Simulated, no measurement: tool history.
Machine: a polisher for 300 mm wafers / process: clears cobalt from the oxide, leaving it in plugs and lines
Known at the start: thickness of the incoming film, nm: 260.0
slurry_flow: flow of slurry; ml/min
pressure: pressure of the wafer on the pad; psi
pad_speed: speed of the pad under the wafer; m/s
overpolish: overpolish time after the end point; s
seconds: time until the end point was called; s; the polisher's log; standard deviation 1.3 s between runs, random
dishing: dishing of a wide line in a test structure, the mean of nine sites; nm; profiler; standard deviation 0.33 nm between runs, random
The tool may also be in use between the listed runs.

run 1 day=0 | slurry_flow=185 pressure=1.3 pad_speed=0.92 overpolish=12 | seconds=92.577 dishing=26.499
run 2 day=0.333 | slurry_flow=185 pressure=1.3 pad_speed=0.92 overpolish=16 | seconds=94.045 dishing=32.886
run 3 day=0.483 | slurry_flow=190 pressure=1.3 pad_speed=0.92 overpolish=15 | seconds=93.282 dishing=32.068
run 4 day=0.571 | slurry_flow=190 pressure=1.5 pad_speed=0.92 overpolish=15 | seconds=79.838 dishing=34.732
run 5 day=0.704 | slurry_flow=190 pressure=1.5 pad_speed=0.9 overpolish=14 | seconds=81.777 dishing=32.932
run 6 day=0.979 | slurry_flow=190 pressure=1.5 pad_speed=0.9 overpolish=10 | seconds=83.279 dishing=25.608

Run 7 has not been measured yet. What should we expect?
run 7 day=1.338 | slurry_flow=190 pressure=1.5 pad_speed=0.9 overpolish=11 | seconds=? dishing=?

seconds: 81.621 s
dishing: 27.697 nm
